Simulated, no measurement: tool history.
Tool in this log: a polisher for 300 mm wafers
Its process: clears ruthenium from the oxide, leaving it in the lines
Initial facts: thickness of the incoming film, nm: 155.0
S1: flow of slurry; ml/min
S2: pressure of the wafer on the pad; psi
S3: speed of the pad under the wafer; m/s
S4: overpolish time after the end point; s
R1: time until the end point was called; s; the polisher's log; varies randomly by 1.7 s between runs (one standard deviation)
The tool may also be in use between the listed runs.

run 1 day=0 | S1=145 S2=2.2 S3=1.28 S4=4 | R1=88.321
run 2 day=0.271 | S1=145 S2=2.2 S3=1.14 S4=4 | R1=98.359
run 3 day=0.325 | S1=145 S2=2.2 S3=1.14 S4=3 | R1=97.697
run 4 day=0.408 | S1=180 S2=2.2 S3=1.14 S4=3 | R1=95.522
run 5 day=0.467 | S1=200 S2=2.2 S3=1.14 S4=3 | R1=94.99
run 6 day=0.671 | S1=200 S2=2.6 S3=1.14 S4=3 | R1=80.88
run 7 day=0.779 | S1=200 S2=2.1 S3=1.1 S4=3 | R1=101.45
run 8 day=0.825 | S1=200 S2=1.8 S3=1.06 S4=3 | R1=124.25

Expected results for the next run?
run 9 day=1.104 | S1=200 S2=1.6 S3=1.06 S4=3 | R1=?

Run 9 came out at R1 137.13 s.
